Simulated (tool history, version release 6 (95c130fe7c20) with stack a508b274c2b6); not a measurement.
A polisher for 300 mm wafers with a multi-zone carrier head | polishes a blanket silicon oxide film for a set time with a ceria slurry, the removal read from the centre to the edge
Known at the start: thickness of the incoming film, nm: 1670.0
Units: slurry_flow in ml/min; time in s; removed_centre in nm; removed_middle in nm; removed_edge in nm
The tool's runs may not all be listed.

run  hour  slurry_flow  centre_zone  middle_zone  edge_zone  time  removed_centre  removed_middle  removed_edge
  1     0          235            1            1          1    76          394.41          391.37        409.03
  2   4.8          245         1.04            1       1.04    80           420.2          427.74        441.14
  3  12.4          245         1.08         0.96       1.03    84          480.08          417.88        454.18
  4  20.7          245         1.08         0.91       1.03    84          476.01          401.69        462.37
  5  22.3          245         1.08         0.91       1.03    73          408.06          341.63        393.96
  6  28.7          250          1.1         0.92       1.05    78           452.4          380.04        434.37
  7  30.9          260         1.12         0.93       1.08    80          466.39          385.89        447.53

Forecast run 8:
  8  35.4          265         1.13         0.95       1.09    83               ?               ?             ?

removed_centre: 493.91 nm
removed_middle: 413.81 nm
removed_edge: 462.85 nm
